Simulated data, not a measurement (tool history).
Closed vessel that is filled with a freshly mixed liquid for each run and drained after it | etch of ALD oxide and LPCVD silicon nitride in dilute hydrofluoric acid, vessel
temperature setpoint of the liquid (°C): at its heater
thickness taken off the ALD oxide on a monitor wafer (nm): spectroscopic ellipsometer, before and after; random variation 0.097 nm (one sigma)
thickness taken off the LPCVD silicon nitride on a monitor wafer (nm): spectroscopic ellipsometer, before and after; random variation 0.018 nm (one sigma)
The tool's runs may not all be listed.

run    day  temperature setpoint of the liquid (°C)  parts of water to one part of 49 % hydrofluoric acid (parts by volume)  time in the liquid (s)  thickness taken off the ALD oxide on a monitor wafer (nm)  thickness taken off the LPCVD silicon nitride on a monitor wafer (nm)
  1  0.000                                     25.0                                                                      50                      60                                                     29.526                                                                0.67293
  2  0.292                                     28.0                                                                      50                      60                                                     33.456                                                                0.81440
  3  0.342                                     31.5                                                                      50                      60                                                     38.315                                                                1.00840
  4  0.479                                     31.5                                                                      50                      40                                                     25.603                                                                0.66803
  5  0.667                                     31.5                                                                      30                      40                                                     43.663                                                                1.08180
  6  0.946                                     28.0                                                                      30                      40                                                     38.371                                                                0.87330
  7  1.033                                     24.0                                                                      50                      40                                                     18.767                                                                0.44841

The next listed run, before its measurement:
     1.208  -- thermometer replaced
  8  1.208                                     23.0                                                                      50                      40                                                          ?                                                                      ?

thickness taken off the ALD oxide on a monitor wafer (nm): 17.384
thickness taken off the LPCVD silicon nitride on a monitor wafer (nm): 0.36873
